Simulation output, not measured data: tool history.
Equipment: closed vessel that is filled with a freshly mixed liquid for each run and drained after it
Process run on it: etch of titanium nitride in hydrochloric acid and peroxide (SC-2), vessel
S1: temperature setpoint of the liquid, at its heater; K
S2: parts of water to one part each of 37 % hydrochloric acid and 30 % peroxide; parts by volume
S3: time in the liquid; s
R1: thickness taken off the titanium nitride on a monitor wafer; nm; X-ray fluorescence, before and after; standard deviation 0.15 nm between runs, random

| run | day | S1 | S2 | S3 | R1 |
|---|---|---|---|---|---|
| 1 | 0.000 | 318.15 | 9.5 | 545 | 15.5090 |
| 2 | 0.329 | 318.15 | 9.5 | 545 | 15.6370 |
| 3 | 0.508 | 318.15 | 11.5 | 545 | 13.3770 |
| 4 | 0.588 | 321.65 | 11.5 | 545 | 16.9880 |
| 5 | 0.962 | 315.65 | 11.5 | 545 | 11.1520 |
| 6 | 1.242 | 309.65 | 11.5 | 545 | 7.3697 |

What does the tool deliver on the next run?
| 7 | 1.575 | 313.15 | 11.5 | 545 | ? |

Run 7 measured R1 9.3455 nm.
